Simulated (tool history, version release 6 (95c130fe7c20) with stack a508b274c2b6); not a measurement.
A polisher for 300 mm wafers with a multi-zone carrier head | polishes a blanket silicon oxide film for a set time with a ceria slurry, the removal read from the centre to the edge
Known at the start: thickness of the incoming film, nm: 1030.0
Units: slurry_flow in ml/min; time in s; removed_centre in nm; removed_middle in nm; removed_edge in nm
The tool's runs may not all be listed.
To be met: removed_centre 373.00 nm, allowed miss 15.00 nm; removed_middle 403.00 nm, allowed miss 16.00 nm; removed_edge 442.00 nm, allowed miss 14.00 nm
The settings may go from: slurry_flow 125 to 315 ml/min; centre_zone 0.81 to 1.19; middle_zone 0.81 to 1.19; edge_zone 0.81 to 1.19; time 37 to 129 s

| run | hour | slurry_flow | centre_zone | middle_zone | edge_zone | time | removed_centre | removed_middle | removed_edge |
|---|---|---|---|---|---|---|---|---|---|
| 1 | 0.0 | 205 | 1.00 | 1.00 | 1.00 | 83 | 322.78 | 337.58 | 333.88 |
| 2 | 6.4 | 250 | 1.00 | 1.00 | 1.00 | 83 | 334.74 | 339.96 | 343.08 |
| 3 | 15.2 | 255 | 0.99 | 1.00 | 1.04 | 86 | 343.59 | 361.21 | 367.03 |
| 4 | 22.5 | 255 | 0.99 | 1.00 | 1.09 | 86 | 339.85 | 364.68 | 370.13 |
| 5 | 29.8 | 255 | 0.99 | 0.95 | 1.09 | 86 | 347.12 | 343.55 | 377.56 |
| 6 | 32.7 | 255 | 0.99 | 0.95 | 1.02 | 86 | 343.14 | 342.63 | 355.16 |
| 7 | 41.5 | 255 | 0.98 | 0.96 | 1.06 | 88 | 344.04 | 357.52 | 373.27 |
| 8 | 46.4 | 260 | 0.98 | 0.96 | 1.09 | 90 | 354.61 | 361.75 | 388.93 |
| 9 | 52.9 | 260 | 0.97 | 0.97 | 1.11 | 92 | 358.49 | 380.06 | 402.22 |
| 10 | 60.5 | 265 | 0.97 | 0.97 | 1.13 | 93 | 362.52 | 372.72 | 406.78 |
| 11 | 69.4 | 265 | 0.96 | 0.98 | 1.14 | 95 | 364.15 | 394.68 | 416.94 |
| 12 | 76.9 | 265 | 0.96 | 0.98 | 1.15 | 96 | 366.43 | 395.28 | 427.32 |

Which of these 5 next moves meets every target?
| A | 84.4 | 255 | 0.95 | 1.01 | 1.12 | 92 | ? | ? | ? |
| B | 84.4 | 270 | 1.00 | 0.98 | 1.13 | 94 | ? | ? | ? |
| C | 84.4 | 275 | 0.99 | 1.01 | 1.11 | 92 | ? | ? | ? |
| D | 84.4 | 275 | 0.97 | 0.93 | 1.17 | 95 | ? | ? | ? |
| E | 84.4 | 190 | 0.93 | 0.95 | 1.09 | 105 | ? | ? | ? |

| move | removed_centre | removed_middle | removed_edge |
|---|---|---|---|
| A | 352.10 | 390.14 | 401.56 |
| B | 381.57 | 391.10 | 414.42 |
| C | 370.61 | 393.48 | 402.39 |
| D | 374.69 | 379.10 | 427.37 |
| E | 375.12 | 405.57 | 438.40 |
A: further off than the last run
B: further off than the last run
C: further off than the last run
D: further off than the last run
E: meets every target
Move E is the one to make.
